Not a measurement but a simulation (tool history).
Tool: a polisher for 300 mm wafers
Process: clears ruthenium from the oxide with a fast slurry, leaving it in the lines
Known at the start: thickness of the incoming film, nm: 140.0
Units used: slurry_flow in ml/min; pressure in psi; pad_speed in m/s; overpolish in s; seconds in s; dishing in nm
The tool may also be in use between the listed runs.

{"run": 1, "day": 0.0, "slurry_flow": 245, "pressure": 2.3, "pad_speed": 0.9, "slurry_solids": 1.0, "overpolish": 11, "seconds": 48.381, "dishing": 27.519}
{"run": 2, "day": 0.138, "slurry_flow": 245, "pressure": 2.3, "pad_speed": 0.9, "slurry_solids": 1.1, "overpolish": 11, "seconds": 47.224, "dishing": 28.27}
{"run": 3, "day": 0.375, "slurry_flow": 245, "pressure": 1.9, "pad_speed": 0.9, "slurry_solids": 1.1, "overpolish": 11, "seconds": 56.749, "dishing": 25.276}
{"run": 4, "day": 0.708, "slurry_flow": 245, "pressure": 1.7, "pad_speed": 0.9, "slurry_solids": 1.1, "overpolish": 11, "seconds": 63.094, "dishing": 22.705}
{"run": 5, "day": 1.012, "slurry_flow": 245, "pressure": 1.6, "pad_speed": 0.9, "slurry_solids": 1.1, "overpolish": 11, "seconds": 65.762, "dishing": 21.178}
{"run": 6, "day": 1.225, "slurry_flow": 245, "pressure": 2.1, "pad_speed": 0.9, "slurry_solids": 1.1, "overpolish": 11, "seconds": 51.8, "dishing": 26.009}
{"run": 7, "day": 1.575, "slurry_flow": 245, "pressure": 1.8, "pad_speed": 0.9, "slurry_solids": 1.1, "overpolish": 11, "seconds": 57.998, "dishing": 23.227}
{"run": 8, "day": 1.767, "slurry_flow": 245, "pressure": 1.6, "pad_speed": 0.9, "slurry_solids": 1.1, "overpolish": 11, "seconds": 64.788, "dishing": 20.635}

Run 9, settings as shown, results not yet in. Your forecast:
{"run": 9, "day": 1.804, "slurry_flow": 245, "pressure": 1.5, "pad_speed": 0.9, "slurry_solids": 1.1, "overpolish": 12, "seconds": "?", "dishing": "?"}

seconds: 69.160 s
dishing: 21.582 nm
